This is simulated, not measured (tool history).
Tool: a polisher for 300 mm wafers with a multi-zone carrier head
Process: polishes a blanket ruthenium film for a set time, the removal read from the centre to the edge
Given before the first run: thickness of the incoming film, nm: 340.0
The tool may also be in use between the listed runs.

run	day	flow of slurry (ml/min)	pressure of the head's centre zone	pressure of the head's middle zone	pressure of the head's edge zone	polishing time (s)	film removed at the wafer's centre (Å)	film removed at mid-radius (Å)	film removed at the wafer's edge (Å)
1	0.000	265	1.00	1.00	1.00	41	662.93	686.29	673.57
2	0.025	265	1.07	1.00	1.00	41	716.19	680.85	663.32
3	0.379	265	1.07	1.00	1.00	31	541.17	513.64	501.73
4	0.408	215	1.07	1.00	1.00	31	526.05	500.01	492.71
5	0.754	215	1.07	1.00	1.06	31	523.98	507.18	503.60
6	1.092	235	1.08	1.00	1.08	33	571.75	547.54	539.68
7	1.204	245	1.08	0.99	1.10	35	611.79	574.75	592.64
8	1.321	265	1.09	1.00	1.12	36	641.17	594.38	608.93
9	1.675	280	1.09	1.01	1.13	37	665.26	623.18	627.53

For run 10, what comes out?
10	1.854	290	1.09	1.01	1.14	38	?	?	?

{"run 10": {"film removed at the wafer's centre (Å)": 681.58, "film removed at mid-radius (Å)": 646.16, "film removed at the wafer's edge (Å)": 656.97}}

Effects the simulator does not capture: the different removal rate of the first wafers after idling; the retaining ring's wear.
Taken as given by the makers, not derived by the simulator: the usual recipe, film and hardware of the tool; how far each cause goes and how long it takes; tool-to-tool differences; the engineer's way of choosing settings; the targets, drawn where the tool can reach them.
